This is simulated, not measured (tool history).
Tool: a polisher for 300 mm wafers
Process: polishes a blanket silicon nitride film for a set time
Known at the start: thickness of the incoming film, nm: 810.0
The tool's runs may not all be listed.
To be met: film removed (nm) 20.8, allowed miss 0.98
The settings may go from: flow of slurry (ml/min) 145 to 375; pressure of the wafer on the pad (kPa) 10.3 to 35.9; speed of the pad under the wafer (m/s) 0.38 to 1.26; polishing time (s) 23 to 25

run	hour	flow of slurry (ml/min)	pressure of the wafer on the pad (kPa)	speed of the pad under the wafer (m/s)	polishing time (s)	film removed (nm)
1	0	240	22.8	0.82	25	29.243
2	5.4	240	20.7	0.82	25	26.466
3	10.7	240	19.3	0.82	25	24.683
4	12.1	240	19.3	0.98	25	28.336
5	20.9	240	19.3	0.98	23	26.267
6	24	240	17.9	0.98	23	24.653
7	30.8	240	17.2	0.98	23	23.127
8	37.4	240	16.5	0.98	23	22.449

5 next moves are on the table. One of them brings every result within its allowed miss. Which?
A	44	255	13.8	1	23	?
B	44	375	15.2	1.02	25	?
C	44	195	11.7	1.26	25	?
D	44	245	17.9	1.02	23	?
E	44	165	17.2	0.94	25	?

move	film removed (nm)
A	18.51
B	23.076
C	19.939
D	24.054
E	22.663
A: takes the result that was furthest off past its target
B: further off than the last run
C: meets every target
D: further off than the last run
E: further off than the last run
Move C is the one to make.
